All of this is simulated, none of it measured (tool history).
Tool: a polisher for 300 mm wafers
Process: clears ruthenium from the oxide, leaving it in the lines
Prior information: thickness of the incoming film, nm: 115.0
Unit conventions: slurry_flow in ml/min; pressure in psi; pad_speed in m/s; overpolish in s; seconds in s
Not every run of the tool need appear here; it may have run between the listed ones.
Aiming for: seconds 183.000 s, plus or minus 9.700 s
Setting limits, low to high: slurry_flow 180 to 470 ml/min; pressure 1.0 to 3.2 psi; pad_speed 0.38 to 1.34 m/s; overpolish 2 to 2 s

run	hour	slurry_flow	pressure	pad_speed	overpolish	seconds
1	0.0	300	2.1	0.86	2	123.070
2	8.5	300	2.1	0.86	2	126.130
3	10.8	300	2.0	0.86	2	129.050
4	14.6	300	2.0	0.86	2	126.410
5	17.0	300	1.9	0.84	2	138.130
6	21.2	300	1.9	1.04	2	108.230
7	26.5	300	1.8	1.02	2	117.650
8	32.1	300	1.7	1.00	2	127.550

Pick the move, out of 4, that brings all results within their allowed miss; only one does.
A	37.7	365	1.0	1.00	2	?
B	37.7	260	1.1	0.84	2	?
C	37.7	395	2.6	1.22	2	?
D	37.7	180	2.4	0.98	2	?

move	seconds
A	182.020
B	207.070
C	70.901
D	100.600
A: meets every target
B: takes the biggest miss from the last run beyond its target
C: moves away from the targets compared with the last run
D: moves away from the targets compared with the last run
So the answer is move A, the one that meets all the targets.
